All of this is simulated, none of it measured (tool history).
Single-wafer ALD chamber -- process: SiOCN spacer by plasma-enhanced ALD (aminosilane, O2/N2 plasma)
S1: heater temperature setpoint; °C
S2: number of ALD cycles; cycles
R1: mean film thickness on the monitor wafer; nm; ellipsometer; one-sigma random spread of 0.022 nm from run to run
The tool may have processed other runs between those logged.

run 1 day=0 | S1=400 S2=84 | R1=5.0689
run 2 day=0.162 | S1=400 S2=80 | R1=4.8095
run 3 day=0.342 | S1=409 S2=80 | R1=4.7263
run 4 day=0.608 | S1=410 S2=77 | R1=4.5314
run 5 day=0.967 | S1=410 S2=85 | R1=4.9569
run 6 day=1.262 | S1=400 S2=85 | R1=5.0698
run 7 day=1.6 | S1=401 S2=80 | R1=4.8153
run 8 day=1.633 | S1=402 S2=76 | R1=4.5711
run 9 day=1.917 | S1=402 S2=76 | R1=4.5882
run 10 day=2.004 | S1=403 S2=73 | R1=4.3797
run 11 day=2.029 | S1=404 S2=71 | R1=4.1658
run 12 day=2.058 | S1=405 S2=70 | R1=4.2
run 13 day=2.208 | S1=406 S2=68 | R1=4.02
run 14 day=2.288 | S1=407 S2=67 | R1=3.9133

Run 15 has not been measured yet. What should we expect?
run 15 day=2.658 | S1=408 S2=67 | R1=?

R1: 3.8974 nm
